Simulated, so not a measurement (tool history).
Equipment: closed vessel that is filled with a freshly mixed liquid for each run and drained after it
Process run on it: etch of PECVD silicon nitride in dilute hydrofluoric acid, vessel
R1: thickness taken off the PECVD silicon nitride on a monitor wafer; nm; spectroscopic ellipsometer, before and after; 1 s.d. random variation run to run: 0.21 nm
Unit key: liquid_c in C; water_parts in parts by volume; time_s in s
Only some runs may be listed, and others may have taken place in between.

{"run": 1, "hour": 0.0, "liquid_c": 24, "water_parts": 115, "time_s": 560, "R1": 10.72}
{"run": 2, "hour": 1.5, "liquid_c": 24, "water_parts": 130, "time_s": 560, "R1": 9.4889}
{"run": 3, "hour": 3.6, "liquid_c": 25, "water_parts": 125, "time_s": 560, "R1": 10.644}
{"run": 4, "hour": 11.8, "liquid_c": 25, "water_parts": 125, "time_s": 600, "R1": 11.299}
{"run": 5, "hour": 19.4, "liquid_c": 25, "water_parts": 125, "time_s": 560, "R1": 10.501}
{"hour": 26.5, "done": "hydrofluoric acid flow meter replaced"}
{"run": 6, "hour": 26.5, "liquid_c": 25, "water_parts": 125, "time_s": 600, "R1": 12.7}
{"run": 7, "hour": 29.9, "liquid_c": 25.5, "water_parts": 125, "time_s": 600, "R1": 13.046}
{"run": 8, "hour": 30.8, "liquid_c": 26, "water_parts": 125, "time_s": 600, "R1": 13.33}
{"run": 9, "hour": 35.4, "liquid_c": 26.5, "water_parts": 125, "time_s": 600, "R1": 14.029}
{"run": 10, "hour": 36.4, "liquid_c": 27, "water_parts": 125, "time_s": 600, "R1": 14.274}
{"run": 11, "hour": 37.2, "liquid_c": 27, "water_parts": 125, "time_s": 600, "R1": 14.499}
{"run": 12, "hour": 44.3, "liquid_c": 27.5, "water_parts": 125, "time_s": 600, "R1": 14.944}
{"run": 13, "hour": 50.3, "liquid_c": 28, "water_parts": 125, "time_s": 600, "R1": 15.188}
{"run": 14, "hour": 59.1, "liquid_c": 28.5, "water_parts": 125, "time_s": 600, "R1": 15.626}

What will run 15 give?
{"run": 15, "hour": 60.6, "liquid_c": 29, "water_parts": 125, "time_s": 600, "R1": "?"}

Logged for run 15: R1 16.191 nm.
